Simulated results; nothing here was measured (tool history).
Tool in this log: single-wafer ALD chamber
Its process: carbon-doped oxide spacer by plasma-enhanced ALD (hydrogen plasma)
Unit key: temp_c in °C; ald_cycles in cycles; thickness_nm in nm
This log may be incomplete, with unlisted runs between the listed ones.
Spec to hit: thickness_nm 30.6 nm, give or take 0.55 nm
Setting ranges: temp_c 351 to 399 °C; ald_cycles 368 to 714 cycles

run  hour  temp_c  ald_cycles  thickness_nm
  1     0     375         541        28.043
  2   3.1     382         541        28.063
  3  11.2     373         541        28.087
  4  12.9     373         547        28.365
  5  18.1     369         547        28.473
  6  25.3     369         478        24.741
  7    32     369         491        25.572
  8  34.6     369         503        26.156
  9  42.5     369         513        26.479
 10  47.9     369         522        27.319
 11  51.1     369         529        27.389
 12  58.6     369         529        27.506
 13  65.8     369         536        27.862
 14  66.6     369         542        28.101
 15    72     369         548        28.485
 16  79.6     369         553        28.825
 17  84.5     369         557        28.971
 18  90.8     369         561        29.175

Which one of the following 4 next-run settings gets every result inside its allowed miss? There is exactly one.
  A  97.1     364         549             ?
  B  97.1     376         587             ?
  C  97.1     374         522             ?
  D  97.1     368         564             ?

move  thickness_nm
   A        28.609
   B        30.589
   C        27.202
   D        29.391
A: its largest miss is bigger than the last run's
B: every result within its allowed miss
C: its largest miss is bigger than the last run's
D: better than the last run, though not everything is in spec
The right move is B.
